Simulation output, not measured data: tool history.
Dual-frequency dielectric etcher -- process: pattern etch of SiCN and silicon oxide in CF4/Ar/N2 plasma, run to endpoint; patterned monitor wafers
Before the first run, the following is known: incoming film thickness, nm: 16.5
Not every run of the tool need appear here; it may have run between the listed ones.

{"run": 1, "hour": 0.0, "source power (kW)": 0.48, "bias power (kW)": 0.093, "Ar flow (sccm)": 93, "CF4 flow (sccm)": 73, "endpoint time (s)": 17.738}
{"run": 2, "hour": 4.0, "source power (kW)": 0.47, "bias power (kW)": 0.093, "Ar flow (sccm)": 93, "CF4 flow (sccm)": 73, "endpoint time (s)": 18.145}
{"run": 3, "hour": 5.7, "source power (kW)": 0.46, "bias power (kW)": 0.093, "Ar flow (sccm)": 93, "CF4 flow (sccm)": 73, "endpoint time (s)": 18.471}
{"run": 4, "hour": 7.0, "source power (kW)": 0.45, "bias power (kW)": 0.093, "Ar flow (sccm)": 93, "CF4 flow (sccm)": 73, "endpoint time (s)": 18.639}
{"run": 5, "hour": 10.0, "source power (kW)": 0.45, "bias power (kW)": 0.093, "Ar flow (sccm)": 107, "CF4 flow (sccm)": 73, "endpoint time (s)": 19.113}
{"run": 6, "hour": 13.9, "source power (kW)": 0.45, "bias power (kW)": 0.093, "Ar flow (sccm)": 121, "CF4 flow (sccm)": 73, "endpoint time (s)": 19.455}
{"run": 7, "hour": 21.9, "source power (kW)": 0.45, "bias power (kW)": 0.093, "Ar flow (sccm)": 121, "CF4 flow (sccm)": 73, "endpoint time (s)": 19.481}

Run 8 is up next; what results do you expect?
{"run": 8, "hour": 24.6, "source power (kW)": 0.44, "bias power (kW)": 0.093, "Ar flow (sccm)": 121, "CF4 flow (sccm)": 73, "endpoint time (s)": "?"}

{"run 8": {"endpoint time (s)": 19.713}}
